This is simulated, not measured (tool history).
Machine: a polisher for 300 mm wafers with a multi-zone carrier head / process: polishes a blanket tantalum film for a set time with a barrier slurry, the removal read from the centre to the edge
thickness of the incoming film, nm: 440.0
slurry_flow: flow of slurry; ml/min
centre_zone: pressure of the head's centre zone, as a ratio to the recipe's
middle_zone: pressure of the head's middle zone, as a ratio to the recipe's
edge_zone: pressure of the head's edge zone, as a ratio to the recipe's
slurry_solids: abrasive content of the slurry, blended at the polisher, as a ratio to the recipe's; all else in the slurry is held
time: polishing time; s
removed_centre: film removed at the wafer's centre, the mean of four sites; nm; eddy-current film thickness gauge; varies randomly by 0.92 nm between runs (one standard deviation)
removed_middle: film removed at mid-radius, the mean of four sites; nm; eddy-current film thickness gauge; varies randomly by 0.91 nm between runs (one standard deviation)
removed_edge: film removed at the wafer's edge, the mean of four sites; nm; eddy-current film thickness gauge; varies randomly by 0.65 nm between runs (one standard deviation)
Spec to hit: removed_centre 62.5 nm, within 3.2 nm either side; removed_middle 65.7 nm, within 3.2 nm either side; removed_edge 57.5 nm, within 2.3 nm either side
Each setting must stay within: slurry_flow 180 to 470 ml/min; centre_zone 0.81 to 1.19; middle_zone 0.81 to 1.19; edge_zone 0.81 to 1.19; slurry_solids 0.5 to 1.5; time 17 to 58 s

run,hour,slurry_flow,centre_zone,middle_zone,edge_zone,slurry_solids,time,removed_centre,removed_middle,removed_edge
1,0,300,1,1,1,1,37,48.406,48.796,48.236
2,3.2,305,1.03,1.05,1.01,1.15,37,52.687,52.815,49.686
3,6.7,305,1.03,1.08,1.03,1.25,38,55.484,58.18,52.741
4,13.2,305,1.03,1.08,1.03,1.25,31,43.557,47.191,43.158
5,21.2,305,1.07,1.08,1.03,1.25,31,46.464,47.152,42.644
6,23.7,305,1.07,1.08,1.1,1.25,31,46.52,47.889,45.035
7,32.1,310,1.08,1.1,1.12,1.35,33,50.944,51.945,49.246
8,38.4,310,1.09,1.13,1.12,1.4,35,54.176,56.164,52.583

Pick the move, out of 5, that brings all results within their allowed miss; only one does.
A,44.7,330,1.05,1.12,1.19,1.5,41,?,?,?
B,44.7,180,0.99,1.04,1.19,1.5,40,?,?,?
C,44.7,365,1.03,1.19,0.92,1.45,42,?,?,?
D,44.7,375,1.15,0.9,1.19,1.35,38,?,?,?
E,44.7,385,1.1,1.19,1.09,1.25,40,?,?,?

move,removed_centre,removed_middle,removed_edge
A,61.259,66.503,63.902
B,53.441,58.127,60.238
C,61.581,71.77,57.465
D,61.245,50.445,58.392
E,60.745,66.196,57.52
A: brings the last run's worst result on target, with another outside its allowed miss
B: nearer the targets than the last run, but a result is still out of spec
C: carries the result that was furthest off beyond its target, to the other side
D: further off than the last run
E: every result within its allowed miss
The right move is E.
